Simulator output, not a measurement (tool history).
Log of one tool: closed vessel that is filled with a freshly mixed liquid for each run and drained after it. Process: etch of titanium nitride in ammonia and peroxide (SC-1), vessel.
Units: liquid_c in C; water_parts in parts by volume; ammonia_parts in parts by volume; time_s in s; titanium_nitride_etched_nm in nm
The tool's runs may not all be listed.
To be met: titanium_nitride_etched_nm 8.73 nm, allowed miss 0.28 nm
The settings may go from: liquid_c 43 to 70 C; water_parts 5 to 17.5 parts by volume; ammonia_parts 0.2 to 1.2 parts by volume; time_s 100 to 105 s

run,day,liquid_c,water_parts,ammonia_parts,time_s,titanium_nitride_etched_nm
1,0,59,9.5,0.85,100,20.445
2,0.262,57,9.5,0.85,100,18.162
3,0.55,55.5,9.5,0.85,100,16.333
4,0.788,55.5,9.5,1.1,100,16.985
5,1.112,55.5,9.5,1.1,100,16.913
6,1.258,54,9.5,1.1,100,15.393
7,1.592,53,9.5,1.1,100,14.292
8,1.8,52,9.5,1.1,100,13.078
9,2.175,51,9.5,1.1,100,12.449
10,2.488,44.5,9.5,1.1,100,7.9893

Which of these 5 next moves meets every target?
A,2.8,48,10.5,1.1,100,?
B,2.8,46.5,9,1.2,100,?
C,2.8,44.5,8,1.15,100,?
D,2.8,46,11.5,1,105,?
E,2.8,43.5,6,1.05,105,?

move,titanium_nitride_etched_nm
A,9.619
B,9.4451
C,8.6083
D,8.249
E,9.4884
A: takes the result that was furthest off past its target
B: takes the result that was furthest off past its target
C: meets every target
D: nearer than the last run, and not there yet
E: takes the result that was furthest off past its target
The right move is C.

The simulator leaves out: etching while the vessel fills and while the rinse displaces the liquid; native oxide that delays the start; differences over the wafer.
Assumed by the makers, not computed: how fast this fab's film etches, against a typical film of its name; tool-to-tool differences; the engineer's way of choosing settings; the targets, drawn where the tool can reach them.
